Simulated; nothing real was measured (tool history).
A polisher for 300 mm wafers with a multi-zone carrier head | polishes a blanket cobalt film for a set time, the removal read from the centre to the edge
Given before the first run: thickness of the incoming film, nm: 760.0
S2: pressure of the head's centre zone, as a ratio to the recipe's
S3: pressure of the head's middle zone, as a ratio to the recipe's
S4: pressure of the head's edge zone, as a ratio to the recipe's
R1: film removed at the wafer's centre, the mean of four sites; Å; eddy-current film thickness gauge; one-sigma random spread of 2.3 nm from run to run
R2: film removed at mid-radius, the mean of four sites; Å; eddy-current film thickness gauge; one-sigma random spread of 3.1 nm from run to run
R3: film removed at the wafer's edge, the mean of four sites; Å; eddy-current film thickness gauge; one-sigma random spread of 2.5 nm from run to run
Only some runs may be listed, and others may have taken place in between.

run 1 hour=0 | flow_of_slurry_(ml/min)=305 S2=1 S3=1 S4=1 polishing_time_(s)=41 | R1=2734.2 R2=2806.9 R3=2681.7
run 2 hour=4.8 | flow_of_slurry_(ml/min)=315 S2=1.02 S3=1.03 S4=1.03 polishing_time_(s)=43 | R1=2955.9 R2=3052.8 R3=2869
run 3 hour=13.7 | flow_of_slurry_(ml/min)=315 S2=1.02 S3=1.03 S4=0.95 polishing_time_(s)=43 | R1=2977.6 R2=3028.3 R3=2719.4
run 4 hour=19.7 | flow_of_slurry_(ml/min)=315 S2=1.02 S3=1.03 S4=1 polishing_time_(s)=43 | R1=2942.3 R2=3019.6 R3=2787.6
run 5 hour=24.4 | flow_of_slurry_(ml/min)=315 S2=1.09 S3=1.03 S4=1 polishing_time_(s)=43 | R1=3169.1 R2=3007.3 R3=2826.4
run 6 hour=28 | flow_of_slurry_(ml/min)=320 S2=1.1 S3=1.05 S4=1.03 polishing_time_(s)=44 | R1=3252.4 R2=3149.3 R3=2912.8
run 7 hour=33.3 | flow_of_slurry_(ml/min)=325 S2=1.1 S3=1.06 S4=1.06 polishing_time_(s)=45 | R1=3384 R2=3285.6 R3=3041.2
run 8 hour=36.6 | flow_of_slurry_(ml/min)=330 S2=1.1 S3=1.07 S4=1.08 polishing_time_(s)=46 | R1=3431.1 R2=3351.1 R3=3122

Estimate the outcome of run 9 from the log above:
run 9 hour=37.7 | flow_of_slurry_(ml/min)=330 S2=1.1 S3=1.08 S4=1.1 polishing_time_(s)=47 | R1=? R2=? R3=?

R1: 3472.9 Å
R2: 3440.1 Å
R3: 3263.9 Å

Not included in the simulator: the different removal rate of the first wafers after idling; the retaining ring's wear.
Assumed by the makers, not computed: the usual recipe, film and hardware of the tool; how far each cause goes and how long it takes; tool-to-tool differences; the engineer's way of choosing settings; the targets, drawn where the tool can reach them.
